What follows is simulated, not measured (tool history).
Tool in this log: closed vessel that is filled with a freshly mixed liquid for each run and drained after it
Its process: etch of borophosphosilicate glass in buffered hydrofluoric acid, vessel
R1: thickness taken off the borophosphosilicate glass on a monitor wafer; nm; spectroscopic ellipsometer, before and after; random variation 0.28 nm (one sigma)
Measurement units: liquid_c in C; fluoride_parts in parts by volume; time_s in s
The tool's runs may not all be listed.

Run 1, hour 0.0: liquid_c 24.0 C, fluoride_parts 15.0 parts by volume, time_s 105 s. Result: R1 96.373 nm.
Run 2, hour 5.8: liquid_c 24.0 C, fluoride_parts 18.0 parts by volume, time_s 105 s. Result: R1 80.544 nm.
Run 3, hour 6.7: liquid_c 23.0 C, fluoride_parts 18.0 parts by volume, time_s 105 s. Result: R1 75.687 nm.
Run 4, hour 13.7: liquid_c 23.0 C, fluoride_parts 18.0 parts by volume, time_s 110 s. Result: R1 79.628 nm.
Run 5, hour 18.6: liquid_c 26.0 C, fluoride_parts 18.0 parts by volume, time_s 110 s. Result: R1 93.716 nm.
Run 6, hour 27.8: liquid_c 23.5 C, fluoride_parts 18.0 parts by volume, time_s 110 s. Result: R1 82.334 nm.

Estimate the outcome of run 7 from the log above:
Run 7, hour 30.1: liquid_c 22.0 C, fluoride_parts 18.0 parts by volume, time_s 110 s. Result: R1 ?.

Run 7 measured R1 75.815 nm.
